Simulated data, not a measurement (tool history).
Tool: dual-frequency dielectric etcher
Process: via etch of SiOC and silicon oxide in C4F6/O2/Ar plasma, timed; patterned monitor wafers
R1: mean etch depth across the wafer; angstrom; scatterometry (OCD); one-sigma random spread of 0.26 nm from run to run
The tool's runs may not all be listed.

{"run": 1, "hour": 0.0, "source power (kW)": 0.39, "bias power (kW)": 0.122, "etch time (s)": 94.5, "R1": 967.78}
{"run": 2, "hour": 5.6, "source power (kW)": 0.39, "bias power (kW)": 0.132, "etch time (s)": 94.5, "R1": 990.92}
{"run": 3, "hour": 13.0, "source power (kW)": 0.37, "bias power (kW)": 0.132, "etch time (s)": 94.5, "R1": 966.33}
{"run": 4, "hour": 20.5, "source power (kW)": 0.37, "bias power (kW)": 0.132, "etch time (s)": 98.5, "R1": 1005.4}
{"run": 5, "hour": 29.0, "source power (kW)": 0.37, "bias power (kW)": 0.132, "etch time (s)": 98.5, "R1": 1006.6}
{"run": 6, "hour": 37.2, "source power (kW)": 0.37, "bias power (kW)": 0.12, "etch time (s)": 98.5, "R1": 982.02}

Run 7, settings as shown, results not yet in. Your forecast:
{"run": 7, "hour": 40.3, "source power (kW)": 0.36, "bias power (kW)": 0.12, "etch time (s)": 98.5, "R1": "?"}

{"run 7": {"R1": 967.21}}

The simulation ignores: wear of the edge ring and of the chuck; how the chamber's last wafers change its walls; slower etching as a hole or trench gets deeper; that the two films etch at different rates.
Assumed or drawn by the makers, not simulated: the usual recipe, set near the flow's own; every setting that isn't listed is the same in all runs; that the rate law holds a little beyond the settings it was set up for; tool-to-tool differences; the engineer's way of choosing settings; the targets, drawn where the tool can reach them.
